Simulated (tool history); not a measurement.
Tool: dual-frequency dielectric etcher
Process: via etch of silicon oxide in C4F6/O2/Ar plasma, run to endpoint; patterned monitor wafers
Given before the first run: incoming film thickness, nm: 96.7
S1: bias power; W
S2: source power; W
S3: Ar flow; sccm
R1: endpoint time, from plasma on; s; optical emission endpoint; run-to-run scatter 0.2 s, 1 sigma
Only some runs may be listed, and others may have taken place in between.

run	day	S1	S2	S3	R1
1	0	474	300	417	22.744
2	0.346	451	290	422	23.242
3	0.671	429	270	428	24.37
4	0.983	412	260	432	25.254
5	1.008	374	260	432	25.793
6	1.342	374	260	385	25.599
7	1.379	363	250	387	26.312
8	1.429	353	240	388	26.499
9	1.629	285	180	419	31.923
10	1.988	294	180	418	31.611
11	2.283	302	180	418	31.394
12	2.354	309	180	418	31.77
13	2.488	316	180	417	31.453

What will run 14 give?
14	2.608	323	180	416	?

For run 14 the tool returned R1 31.513 s.
